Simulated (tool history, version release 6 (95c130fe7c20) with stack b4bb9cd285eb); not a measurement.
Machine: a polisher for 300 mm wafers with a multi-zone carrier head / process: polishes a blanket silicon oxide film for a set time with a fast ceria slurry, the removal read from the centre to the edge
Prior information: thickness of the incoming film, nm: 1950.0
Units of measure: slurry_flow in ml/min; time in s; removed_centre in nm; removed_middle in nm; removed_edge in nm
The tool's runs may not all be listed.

{"run": 1, "hour": 0.0, "slurry_flow": 285, "centre_zone": 1.0, "middle_zone": 1.0, "edge_zone": 1.0, "time": 52, "removed_centre": 728.43, "removed_middle": 733.56, "removed_edge": 725.6}
{"run": 2, "hour": 3.8, "slurry_flow": 290, "centre_zone": 1.01, "middle_zone": 1.02, "edge_zone": 1.02, "time": 54, "removed_centre": 753.47, "removed_middle": 779.4, "removed_edge": 780.58}
{"run": 3, "hour": 8.7, "slurry_flow": 290, "centre_zone": 1.01, "middle_zone": 1.02, "edge_zone": 1.02, "time": 43, "removed_centre": 610.0, "removed_middle": 618.36, "removed_edge": 612.51}
{"run": 4, "hour": 17.7, "slurry_flow": 290, "centre_zone": 1.06, "middle_zone": 1.02, "edge_zone": 1.02, "time": 43, "removed_centre": 628.68, "removed_middle": 617.97, "removed_edge": 620.13}
{"run": 5, "hour": 25.8, "slurry_flow": 290, "centre_zone": 1.14, "middle_zone": 1.02, "edge_zone": 1.02, "time": 43, "removed_centre": 684.25, "removed_middle": 619.73, "removed_edge": 624.48}
{"run": 6, "hour": 30.1, "slurry_flow": 295, "centre_zone": 1.14, "middle_zone": 1.05, "edge_zone": 1.04, "time": 46, "removed_centre": 731.58, "removed_middle": 676.68, "removed_edge": 665.64}

Estimate the outcome of run 7 from the log above:
{"run": 7, "hour": 38.1, "slurry_flow": 300, "centre_zone": 1.13, "middle_zone": 1.07, "edge_zone": 1.06, "time": 49, "removed_centre": "?", "removed_middle": "?", "removed_edge": "?"}

{"run 7": {"removed_centre": 770.13, "removed_middle": 725.61, "removed_edge": 706.35}}
